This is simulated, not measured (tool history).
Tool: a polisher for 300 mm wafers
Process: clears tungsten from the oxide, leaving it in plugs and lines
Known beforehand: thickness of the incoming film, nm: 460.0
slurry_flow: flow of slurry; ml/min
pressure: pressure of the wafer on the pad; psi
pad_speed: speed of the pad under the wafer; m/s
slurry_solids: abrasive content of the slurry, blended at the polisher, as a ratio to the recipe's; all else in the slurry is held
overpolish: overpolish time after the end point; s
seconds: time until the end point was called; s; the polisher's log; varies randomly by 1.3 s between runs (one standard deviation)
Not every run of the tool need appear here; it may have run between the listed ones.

Run 1, hour 0.0: slurry_flow 230 ml/min, pressure 3.3 psi, pad_speed 1.38 m/s, slurry_solids 1.0, overpolish 11 s. Result: seconds 104.490 s.
Run 2, hour 3.6: slurry_flow 230 ml/min, pressure 3.5 psi, pad_speed 1.40 m/s, slurry_solids 1.0, overpolish 11 s. Result: seconds 92.963 s.
Run 3, hour 4.9: slurry_flow 230 ml/min, pressure 3.5 psi, pad_speed 1.12 m/s, slurry_solids 1.0, overpolish 11 s. Result: seconds 104.960 s.
Run 4, hour 6.1: slurry_flow 230 ml/min, pressure 3.7 psi, pad_speed 1.14 m/s, slurry_solids 1.0, overpolish 11 s. Result: seconds 100.670 s.
Run 5, hour 13.7: slurry_flow 185 ml/min, pressure 3.7 psi, pad_speed 1.14 m/s, slurry_solids 1.0, overpolish 11 s. Result: seconds 107.740 s.
Run 6, hour 17.5: slurry_flow 185 ml/min, pressure 3.7 psi, pad_speed 1.14 m/s, slurry_solids 1.0, overpolish 8 s. Result: seconds 103.360 s.
Run 7, hour 24.7: slurry_flow 185 ml/min, pressure 3.9 psi, pad_speed 1.16 m/s, slurry_solids 1.0, overpolish 8 s. Result: seconds 96.501 s.
Run 8, hour 28.0: slurry_flow 185 ml/min, pressure 3.9 psi, pad_speed 1.16 m/s, slurry_solids 1.0, overpolish 8 s. Result: seconds 97.247 s.
Run 9, hour 32.1: slurry_flow 190 ml/min, pressure 4.0 psi, pad_speed 1.16 m/s, slurry_solids 1.0, overpolish 8 s. Result: seconds 97.254 s.
Run 10, hour 33.5: slurry_flow 190 ml/min, pressure 4.2 psi, pad_speed 1.18 m/s, slurry_solids 1.0, overpolish 8 s. Result: seconds 90.409 s.
Run 11, hour 42.1: slurry_flow 190 ml/min, pressure 4.3 psi, pad_speed 1.20 m/s, slurry_solids 1.0, overpolish 8 s. Result: seconds 85.032 s.
Run 12, hour 50.3: slurry_flow 190 ml/min, pressure 4.4 psi, pad_speed 1.20 m/s, slurry_solids 1.0, overpolish 8 s. Result: seconds 87.402 s.

Predict the results of run 13:
Run 13, hour 58.6: slurry_flow 190 ml/min, pressure 4.5 psi, pad_speed 1.22 m/s, slurry_solids 1.0, overpolish 8 s. Result: seconds ?.

For run 13 the tool returned seconds 83.462 s.
